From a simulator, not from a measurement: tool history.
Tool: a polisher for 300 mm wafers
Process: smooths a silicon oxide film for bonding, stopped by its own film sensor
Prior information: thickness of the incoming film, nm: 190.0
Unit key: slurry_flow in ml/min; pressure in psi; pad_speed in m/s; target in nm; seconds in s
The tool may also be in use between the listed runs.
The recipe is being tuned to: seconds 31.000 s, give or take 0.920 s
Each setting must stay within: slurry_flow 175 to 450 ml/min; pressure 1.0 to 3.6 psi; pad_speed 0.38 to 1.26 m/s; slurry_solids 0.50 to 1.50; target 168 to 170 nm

Run 1, hour 0.0: slurry_flow 290 ml/min, pressure 2.3 psi, pad_speed 0.82 m/s, slurry_solids 1.00, target 168 nm. Result: seconds 25.829 s.
Run 2, hour 7.1: slurry_flow 290 ml/min, pressure 2.3 psi, pad_speed 0.82 m/s, slurry_solids 1.00, target 168 nm. Result: seconds 26.493 s.
Run 3, hour 15.3: slurry_flow 350 ml/min, pressure 2.3 psi, pad_speed 0.82 m/s, slurry_solids 1.00, target 168 nm. Result: seconds 26.015 s.
Run 4, hour 24.0: slurry_flow 350 ml/min, pressure 2.2 psi, pad_speed 0.82 m/s, slurry_solids 1.00, target 168 nm. Result: seconds 26.888 s.
Run 5, hour 31.1: slurry_flow 350 ml/min, pressure 2.2 psi, pad_speed 0.70 m/s, slurry_solids 1.00, target 168 nm. Result: seconds 28.614 s.
Run 6, hour 36.7: slurry_flow 350 ml/min, pressure 2.2 psi, pad_speed 0.70 m/s, slurry_solids 1.00, target 170 nm. Result: seconds 26.543 s.
Run 7, hour 41.6: slurry_flow 350 ml/min, pressure 2.1 psi, pad_speed 0.70 m/s, slurry_solids 1.00, target 170 nm. Result: seconds 27.488 s.
Run 8, hour 47.6: slurry_flow 350 ml/min, pressure 2.1 psi, pad_speed 0.70 m/s, slurry_solids 1.00, target 170 nm. Result: seconds 27.190 s.
Run 9, hour 50.9: slurry_flow 350 ml/min, pressure 2.0 psi, pad_speed 0.70 m/s, slurry_solids 1.00, target 170 nm. Result: seconds 28.482 s.
Run 10, hour 58.3: slurry_flow 350 ml/min, pressure 2.0 psi, pad_speed 0.70 m/s, slurry_solids 1.00, target 170 nm. Result: seconds 28.713 s.
Run 11, hour 67.0: slurry_flow 350 ml/min, pressure 2.0 psi, pad_speed 0.70 m/s, slurry_solids 1.00, target 170 nm. Result: seconds 29.448 s.

Which of these 5 next moves meets every target?
Run A, hour 75.7: slurry_flow 370 ml/min, pressure 1.9 psi, pad_speed 0.72 m/s, slurry_solids 1.00, target 169 nm. Result: seconds ?.
Run B, hour 75.7: slurry_flow 375 ml/min, pressure 2.0 psi, pad_speed 0.76 m/s, slurry_solids 0.90, target 168 nm. Result: seconds ?.
Run C, hour 75.7: slurry_flow 345 ml/min, pressure 2.1 psi, pad_speed 0.56 m/s, slurry_solids 0.95, target 169 nm. Result: seconds ?.
Run D, hour 75.7: slurry_flow 400 ml/min, pressure 1.7 psi, pad_speed 0.80 m/s, slurry_solids 1.35, target 170 nm. Result: seconds ?.
Run E, hour 75.7: slurry_flow 375 ml/min, pressure 2.0 psi, pad_speed 0.80 m/s, slurry_solids 1.05, target 168 nm. Result: seconds ?.

move  seconds
   A   31.734
   B   32.964
   C   33.712
   D   27.054
   E   29.097
A: every result within its allowed miss
B: takes the result that was furthest off past its target
C: takes the result that was furthest off past its target
D: lands further from the targets than the last run did
E: lands further from the targets than the last run did
So the answer is move A, the one that meets all the targets.

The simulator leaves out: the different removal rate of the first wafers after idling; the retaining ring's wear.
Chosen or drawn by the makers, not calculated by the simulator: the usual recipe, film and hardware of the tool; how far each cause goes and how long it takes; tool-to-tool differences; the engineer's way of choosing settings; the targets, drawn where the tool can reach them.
